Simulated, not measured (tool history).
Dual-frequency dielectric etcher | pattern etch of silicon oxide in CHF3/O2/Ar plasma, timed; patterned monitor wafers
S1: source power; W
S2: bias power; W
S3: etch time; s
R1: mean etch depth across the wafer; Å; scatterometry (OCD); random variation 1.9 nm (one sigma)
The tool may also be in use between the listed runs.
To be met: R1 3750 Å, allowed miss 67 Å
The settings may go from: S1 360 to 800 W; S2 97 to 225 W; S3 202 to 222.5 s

run	hour	S1	S2	S3	R1
1	0	580	161	222.5	4436.6
2	1.3	630	161	222.5	4640
3	7.7	570	161	222.5	4462.5
4	9.2	550	157	222	4391
5	13.3	530	152	221	4241.8
6	18.8	510	150	221	4148.1
7	24.2	490	149	221	4076.7
8	25.7	480	148	221	4021.3

4 next moves are on the table. One of them brings every result within its allowed miss. Which?
A	27.2	570	114	210.5	?
B	27.2	440	161	214.5	?
C	27.2	410	151	214	?
D	27.2	370	164	209	?

move	R1
A	3888.3
B	3903.6
C	3736.5
D	3591.5
A: nearer than the last run, and not there yet
B: nearer than the last run, and not there yet
C: meets every target
D: takes the result that was furthest off past its target
Move C is the one to make.
